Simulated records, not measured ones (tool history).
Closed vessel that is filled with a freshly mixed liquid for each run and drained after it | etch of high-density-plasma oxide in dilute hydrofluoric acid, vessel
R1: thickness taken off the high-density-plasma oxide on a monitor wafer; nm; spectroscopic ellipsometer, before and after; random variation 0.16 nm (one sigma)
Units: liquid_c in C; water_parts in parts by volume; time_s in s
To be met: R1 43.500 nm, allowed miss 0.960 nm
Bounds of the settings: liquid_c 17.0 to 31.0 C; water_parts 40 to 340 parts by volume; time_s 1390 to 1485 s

run 1 day=0.000 | liquid_c=23.0 water_parts=190 time_s=1390 | R1=55.938
run 2 day=0.304 | liquid_c=21.5 water_parts=190 time_s=1390 | R1=52.827
run 3 day=0.525 | liquid_c=21.5 water_parts=190 time_s=1485 | R1=56.907
run 4 day=0.746 | liquid_c=21.5 water_parts=190 time_s=1390 | R1=53.367
run 5 day=1.104 | liquid_c=21.5 water_parts=130 time_s=1390 | R1=83.044
run 6 day=1.400 | liquid_c=20.0 water_parts=150 time_s=1390 | R1=65.740
run 7 day=1.521 | liquid_c=19.0 water_parts=160 time_s=1390 | R1=58.820
run 8 day=1.817 | liquid_c=18.5 water_parts=170 time_s=1390 | R1=54.153
run 9 day=2.067 | liquid_c=18.0 water_parts=175 time_s=1390 | R1=50.922
run 10 day=2.258 | liquid_c=17.5 water_parts=180 time_s=1390 | R1=48.179

5 next moves are on the table. One of them brings every result within its allowed miss. Which?
run A day=2.450 | liquid_c=17.0 water_parts=190 time_s=1415 | R1=?
run B day=2.450 | liquid_c=18.0 water_parts=205 time_s=1485 | R1=?
run C day=2.450 | liquid_c=17.0 water_parts=185 time_s=1390 | R1=?
run D day=2.450 | liquid_c=18.5 water_parts=175 time_s=1390 | R1=?
run E day=2.450 | liquid_c=17.5 water_parts=210 time_s=1485 | R1=?

move=A R1=45.567
move=B R1=45.480
move=C R1=46.185
move=D R1=52.340
move=E R1=43.330
A: nearer than the last run, and not there yet
B: nearer than the last run, and not there yet
C: nearer than the last run, and not there yet
D: further off than the last run
E: meets every target
Answer: E

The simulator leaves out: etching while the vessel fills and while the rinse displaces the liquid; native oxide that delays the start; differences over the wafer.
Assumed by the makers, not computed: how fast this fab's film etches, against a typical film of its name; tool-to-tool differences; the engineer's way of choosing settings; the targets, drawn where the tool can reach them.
